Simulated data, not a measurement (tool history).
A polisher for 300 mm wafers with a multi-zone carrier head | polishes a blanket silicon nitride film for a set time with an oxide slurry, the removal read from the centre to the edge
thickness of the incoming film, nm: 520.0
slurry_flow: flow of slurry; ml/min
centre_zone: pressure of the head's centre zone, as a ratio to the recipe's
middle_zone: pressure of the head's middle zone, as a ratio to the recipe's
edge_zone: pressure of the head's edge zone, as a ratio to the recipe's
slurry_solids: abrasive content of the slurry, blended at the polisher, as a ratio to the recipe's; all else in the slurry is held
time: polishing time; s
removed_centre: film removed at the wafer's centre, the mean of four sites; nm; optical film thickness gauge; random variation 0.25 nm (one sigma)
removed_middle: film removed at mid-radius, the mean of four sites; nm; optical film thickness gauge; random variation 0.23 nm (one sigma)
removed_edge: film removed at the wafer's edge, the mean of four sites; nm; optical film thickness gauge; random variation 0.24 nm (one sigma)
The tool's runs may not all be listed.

| run | hour | slurry_flow | centre_zone | middle_zone | edge_zone | slurry_solids | time | removed_centre | removed_middle | removed_edge |
|---|---|---|---|---|---|---|---|---|---|---|
| 1 | 0 | 165 | 1 | 1 | 1 | 1 | 64 | 33.413 | 34.101 | 33.124 |
| 2 | 8.7 | 160 | 1.02 | 0.95 | 0.96 | 0.85 | 63 | 30.585 | 29.831 | 29.829 |
| 3 | 15.4 | 160 | 1.02 | 0.95 | 1 | 0.85 | 63 | 31.325 | 30.244 | 30.285 |
| 4 | 23 | 155 | 1.05 | 0.92 | 0.96 | 0.75 | 62 | 30.013 | 27.263 | 27.108 |
| 5 | 25.5 | 155 | 1.05 | 0.92 | 0.96 | 0.65 | 62 | 27.491 | 25.534 | 25.746 |
| 6 | 34 | 155 | 1.05 | 0.92 | 0.96 | 0.65 | 51 | 22.648 | 20.48 | 21.001 |
| 7 | 35.5 | 175 | 1.07 | 0.92 | 0.99 | 0.65 | 51 | 23.522 | 20.993 | 21.893 |
| 8 | 43.8 | 190 | 1.1 | 0.93 | 1 | 0.65 | 51 | 24.591 | 21.903 | 21.818 |
| 9 | 45.9 | 190 | 1.1 | 0.93 | 1 | 0.65 | 51 | 24.473 | 22.131 | 22.458 |

Forecast run 10:
| 10 | 53.9 | 190 | 1.1 | 0.93 | 1 | 0.65 | 51 | ? | ? | ? |

Run 10 gave removed_centre 24.785 nm, removed_middle 21.612 nm, removed_edge 22.113 nm.
